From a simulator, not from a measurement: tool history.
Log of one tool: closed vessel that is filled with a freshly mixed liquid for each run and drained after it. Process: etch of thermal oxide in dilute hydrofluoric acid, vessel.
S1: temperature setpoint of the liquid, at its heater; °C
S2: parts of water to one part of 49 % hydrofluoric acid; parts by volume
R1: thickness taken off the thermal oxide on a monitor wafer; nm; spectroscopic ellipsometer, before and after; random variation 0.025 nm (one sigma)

{"run": 1, "day": 0.0, "S1": 20.0, "S2": 240, "time in the liquid (s)": 735, "R1": 10.441}
{"run": 2, "day": 0.304, "S1": 20.0, "S2": 300, "time in the liquid (s)": 735, "R1": 7.9222}
{"run": 3, "day": 0.521, "S1": 20.0, "S2": 300, "time in the liquid (s)": 735, "R1": 7.9404}
{"run": 4, "day": 0.629, "S1": 20.0, "S2": 300, "time in the liquid (s)": 530, "R1": 5.7432}
{"run": 5, "day": 0.817, "S1": 20.0, "S2": 375, "time in the liquid (s)": 530, "R1": 4.3129}
{"run": 6, "day": 0.996, "S1": 21.5, "S2": 370, "time in the liquid (s)": 530, "R1": 4.6248}

What does the tool deliver on the next run?
{"run": 7, "day": 1.121, "S1": 22.5, "S2": 365, "time in the liquid (s)": 530, "R1": "?"}

{"run 7": {"R1": 4.8604}}
